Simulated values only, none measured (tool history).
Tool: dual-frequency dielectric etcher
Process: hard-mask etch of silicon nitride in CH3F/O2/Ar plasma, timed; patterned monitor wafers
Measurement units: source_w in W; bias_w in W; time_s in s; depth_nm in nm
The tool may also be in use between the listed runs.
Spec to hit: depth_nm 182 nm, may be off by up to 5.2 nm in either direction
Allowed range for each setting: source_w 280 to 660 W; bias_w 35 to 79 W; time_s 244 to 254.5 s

run	hour	source_w	bias_w	time_s	depth_nm
1	0	470	57	244	161.17
2	7.6	380	57	244	152.77
3	15	380	49	244	147.68
4	21.8	380	55	244	151.19
5	28.8	380	55	254.5	158.1
6	37	380	55	254.5	156.79
7	38.2	410	57	254.5	161.33
8	45.9	440	59	254.5	167.05
9	52.3	460	60	254.5	168.81
10	57	480	61	254.5	171.33
11	60.3	490	62	254.5	172.62
12	67.1	500	63	254.5	174.87
13	73.9	510	64	254.5	176.39
14	82.3	510	64	254.5	177.25

Which of these 5 next moves meets every target?
A	90.7	470	64	254.5	?
B	90.7	480	60	254.5	?
C	90.7	620	68	244	?
D	90.7	530	67	244	?
E	90.7	490	58	254.5	?

move	depth_nm
A	172.62
B	171.02
C	181.43
D	172.89
E	170.67
A: moves away from the targets compared with the last run
B: moves away from the targets compared with the last run
C: all results in spec
D: moves away from the targets compared with the last run
E: moves away from the targets compared with the last run
The move that meets every target is C.

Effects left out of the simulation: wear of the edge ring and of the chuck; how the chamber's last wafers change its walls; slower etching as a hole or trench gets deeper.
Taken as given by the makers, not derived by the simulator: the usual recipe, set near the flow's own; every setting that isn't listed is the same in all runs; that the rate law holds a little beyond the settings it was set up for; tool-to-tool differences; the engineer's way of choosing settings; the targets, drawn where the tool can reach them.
